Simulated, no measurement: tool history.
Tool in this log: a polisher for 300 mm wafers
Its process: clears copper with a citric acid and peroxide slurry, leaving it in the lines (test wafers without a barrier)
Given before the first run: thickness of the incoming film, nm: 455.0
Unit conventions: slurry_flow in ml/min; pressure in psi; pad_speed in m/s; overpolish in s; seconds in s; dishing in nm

Run 1, hour 0: slurry_flow 190 ml/min, pressure 3.3 psi, pad_speed 1.34 m/s, slurry_solids 1, overpolish 27 s. Result: seconds 173.37 s, dishing 44.183 nm.
Run 2, hour 1.2: slurry_flow 190 ml/min, pressure 3.3 psi, pad_speed 1.34 m/s, slurry_solids 1, overpolish 28 s. Result: seconds 177.79 s, dishing 45.273 nm.
Run 3, hour 9.7: slurry_flow 190 ml/min, pressure 3.7 psi, pad_speed 1.34 m/s, slurry_solids 1, overpolish 28 s. Result: seconds 161.27 s, dishing 49.176 nm.
Run 4, hour 13.9: slurry_flow 190 ml/min, pressure 3.7 psi, pad_speed 1.5 m/s, slurry_solids 1, overpolish 28 s. Result: seconds 144.56 s, dishing 53.461 nm.
Run 5, hour 14.6: slurry_flow 190 ml/min, pressure 3.6 psi, pad_speed 1.5 m/s, slurry_solids 1, overpolish 29 s. Result: seconds 148.48 s, dishing 54.483 nm.
Run 6, hour 20.6: slurry_flow 190 ml/min, pressure 3.6 psi, pad_speed 1.36 m/s, slurry_solids 1, overpolish 29 s. Result: seconds 162.47 s, dishing 50.824 nm.
Run 7, hour 28.4: slurry_flow 190 ml/min, pressure 3.5 psi, pad_speed 1.36 m/s, slurry_solids 1, overpolish 30 s. Result: seconds 161.97 s, dishing 50.382 nm.

Estimate the outcome of run 8 from the log above:
Run 8, hour 33.8: slurry_flow 185 ml/min, pressure 3.4 psi, pad_speed 1.36 m/s, slurry_solids 1, overpolish 31 s. Result: seconds ?, dishing ?.

Logged for run 8: seconds 168.02 s, dishing 50.889 nm.
